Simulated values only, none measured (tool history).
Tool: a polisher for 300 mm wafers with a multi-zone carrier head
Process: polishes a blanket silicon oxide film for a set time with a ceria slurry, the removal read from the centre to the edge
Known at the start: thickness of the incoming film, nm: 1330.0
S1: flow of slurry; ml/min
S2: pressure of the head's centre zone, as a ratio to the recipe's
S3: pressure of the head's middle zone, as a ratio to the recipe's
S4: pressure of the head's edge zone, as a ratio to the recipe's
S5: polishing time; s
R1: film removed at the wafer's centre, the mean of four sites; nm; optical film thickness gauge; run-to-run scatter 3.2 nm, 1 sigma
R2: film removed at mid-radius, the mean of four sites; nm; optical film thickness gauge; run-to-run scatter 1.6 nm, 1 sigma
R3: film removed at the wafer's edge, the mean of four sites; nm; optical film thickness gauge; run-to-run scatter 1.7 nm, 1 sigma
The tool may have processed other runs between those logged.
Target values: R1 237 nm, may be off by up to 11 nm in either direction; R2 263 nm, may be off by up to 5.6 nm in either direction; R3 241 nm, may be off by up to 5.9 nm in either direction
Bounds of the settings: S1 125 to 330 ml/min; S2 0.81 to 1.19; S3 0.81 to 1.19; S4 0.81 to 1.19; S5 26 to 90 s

Run 1, day 0: S1 210 ml/min, S2 1, S3 1, S4 1, S5 58 s. Result: R1 339.14 nm, R2 329.52 nm, R3 329.74 nm.
Run 2, day 0.046: S1 205 ml/min, S2 0.97, S3 1, S4 0.96, S5 55 s. Result: R1 309.89 nm, R2 314.27 nm, R3 308.51 nm.
Run 3, day 0.421: S1 200 ml/min, S2 0.96, S3 1, S4 0.93, S5 52 s. Result: R1 288.77 nm, R2 291.18 nm, R3 293.57 nm.
Run 4, day 0.471: S1 205 ml/min, S2 0.96, S3 1.03, S4 0.92, S5 49 s. Result: R1 275.92 nm, R2 286.95 nm, R3 271.88 nm.
Run 5, day 0.775: S1 205 ml/min, S2 0.92, S3 1.03, S4 0.92, S5 49 s. Result: R1 266.4 nm, R2 286.14 nm, R3 274.84 nm.
Run 6, day 1.004: S1 205 ml/min, S2 0.97, S3 1.03, S4 0.92, S5 49 s. Result: R1 271.8 nm, R2 283.01 nm, R3 271.96 nm.
Run 7, day 1.071: S1 195 ml/min, S2 0.97, S3 1.04, S4 0.9, S5 48 s. Result: R1 263.91 nm, R2 282.89 nm, R3 266.6 nm.
Run 8, day 1.412: S1 195 ml/min, S2 0.97, S3 1.04, S4 0.89, S5 47 s. Result: R1 267.58 nm, R2 270.66 nm, R3 256.54 nm.
Run 9, day 1.579: S1 190 ml/min, S2 0.95, S3 1.05, S4 0.88, S5 47 s. Result: R1 257.42 nm, R2 273.38 nm, R3 256.84 nm.
Run 10, day 1.892: S1 180 ml/min, S2 0.94, S3 1.06, S4 0.87, S5 47 s. Result: R1 255.84 nm, R2 274.38 nm, R3 254.3 nm.
Run 11, day 2.042: S1 175 ml/min, S2 0.93, S3 1.06, S4 0.86, S5 47 s. Result: R1 240.9 nm, R2 274.23 nm, R3 251.78 nm.
Run 12, day 2.142: S1 170 ml/min, S2 0.94, S3 1.06, S4 0.85, S5 47 s. Result: R1 255.01 nm, R2 271.58 nm, R3 252.43 nm.
Run 13, day 2.496: S1 165 ml/min, S2 0.93, S3 1.06, S4 0.84, S5 47 s. Result: R1 242.08 nm, R2 274.48 nm, R3 252.36 nm.
Run 14, day 2.708: S1 165 ml/min, S2 0.94, S3 1.06, S4 0.83, S5 47 s. Result: R1 246.23 nm, R2 273.15 nm, R3 249.87 nm.
Run 15, day 2.829: S1 160 ml/min, S2 0.94, S3 1.06, S4 0.83, S5 47 s. Result: R1 252.36 nm, R2 271.81 nm, R3 248.62 nm.
Run 16, day 2.896: S1 155 ml/min, S2 0.93, S3 1.06, S4 0.83, S5 47 s. Result: R1 252.38 nm, R2 274.19 nm, R3 251.15 nm.

Which of these 4 next moves meets every target?
Run A, day 2.962: S1 125 ml/min, S2 1.03, S3 1, S4 0.83, S5 48 s. Result: R1 ?, R2 ?, R3 ?.
Run B, day 2.962: S1 125 ml/min, S2 0.98, S3 1.17, S4 0.81, S5 47 s. Result: R1 ?, R2 ?, R3 ?.
Run C, day 2.962: S1 135 ml/min, S2 0.95, S3 1.09, S4 0.89, S5 45 s. Result: R1 ?, R2 ?, R3 ?.
Run D, day 2.962: S1 210 ml/min, S2 0.85, S3 0.99, S4 0.93, S5 46 s. Result: R1 ?, R2 ?, R3 ?.

move      R1      R2      R3
   A  276.84  258.86  248.93
   B  258.12  289.93  241.77
   C   241.4  263.18  238.49
   D  230.88  258.55  254.59
A: corrects the largest miss of the last run, while another result sits out of spec
B: the biggest miss grows against the last run
C: all results land within tolerance of their targets
D: corrects the largest miss of the last run, while another result sits out of spec
C is the move that brings every result within its allowed miss.
